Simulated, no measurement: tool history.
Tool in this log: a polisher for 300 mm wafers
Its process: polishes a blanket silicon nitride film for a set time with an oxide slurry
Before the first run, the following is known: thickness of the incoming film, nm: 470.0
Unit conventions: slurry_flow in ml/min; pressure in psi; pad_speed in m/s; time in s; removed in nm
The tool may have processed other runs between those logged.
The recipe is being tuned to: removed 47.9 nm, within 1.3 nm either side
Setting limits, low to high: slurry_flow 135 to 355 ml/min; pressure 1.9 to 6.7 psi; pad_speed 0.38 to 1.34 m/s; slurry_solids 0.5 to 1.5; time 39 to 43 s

Run 1, day 0: slurry_flow 225 ml/min, pressure 4.3 psi, pad_speed 0.86 m/s, slurry_solids 1, time 43 s. Result: removed 31.584 nm.
Run 2, day 0.229: slurry_flow 170 ml/min, pressure 4.3 psi, pad_speed 0.86 m/s, slurry_solids 1, time 43 s. Result: removed 30.177 nm.
Run 3, day 0.55: slurry_flow 195 ml/min, pressure 4.8 psi, pad_speed 0.86 m/s, slurry_solids 1, time 43 s. Result: removed 33.857 nm.
Run 4, day 0.804: slurry_flow 195 ml/min, pressure 5.4 psi, pad_speed 0.86 m/s, slurry_solids 1, time 43 s. Result: removed 38.265 nm.
Run 5, day 0.888: slurry_flow 195 ml/min, pressure 5.4 psi, pad_speed 0.86 m/s, slurry_solids 1, time 43 s. Result: removed 38.701 nm.
Run 6, day 0.938: slurry_flow 195 ml/min, pressure 5.4 psi, pad_speed 0.86 m/s, slurry_solids 1.15, time 43 s. Result: removed 40.988 nm.
Run 7, day 1.154: slurry_flow 215 ml/min, pressure 5.5 psi, pad_speed 0.86 m/s, slurry_solids 1.15, time 43 s. Result: removed 42.549 nm.
Run 8, day 1.321: slurry_flow 230 ml/min, pressure 5.6 psi, pad_speed 0.86 m/s, slurry_solids 1.15, time 43 s. Result: removed 44.21 nm.
Run 9, day 1.371: slurry_flow 245 ml/min, pressure 5.7 psi, pad_speed 0.86 m/s, slurry_solids 1.15, time 43 s. Result: removed 44.337 nm.
Run 10, day 1.633: slurry_flow 245 ml/min, pressure 5.8 psi, pad_speed 0.86 m/s, slurry_solids 1.15, time 43 s. Result: removed 45.479 nm.
Run 11, day 1.825: slurry_flow 245 ml/min, pressure 5.9 psi, pad_speed 0.86 m/s, slurry_solids 1.15, time 43 s. Result: removed 45.633 nm.

Consider the 4 candidate settings below. Which is the only one whose results all fall within their allowed miss of target?
Run A, day 2.017: slurry_flow 240 ml/min, pressure 6 psi, pad_speed 0.86 m/s, slurry_solids 1.15, time 42 s. Result: removed ?.
Run B, day 2.017: slurry_flow 260 ml/min, pressure 6 psi, pad_speed 0.88 m/s, slurry_solids 1.4, time 39 s. Result: removed ?.
Run C, day 2.017: slurry_flow 220 ml/min, pressure 5.8 psi, pad_speed 0.92 m/s, slurry_solids 1.05, time 42 s. Result: removed ?.
Run D, day 2.017: slurry_flow 200 ml/min, pressure 5.3 psi, pad_speed 0.96 m/s, slurry_solids 1.15, time 43 s. Result: removed ?.

move  removed
   A   45.139
   B   46.776
   C   43.709
   D    43.63
A: its largest miss is bigger than the last run's
B: all results in spec
C: its largest miss is bigger than the last run's
D: its largest miss is bigger than the last run's
So the answer is move B, the one that meets all the targets.
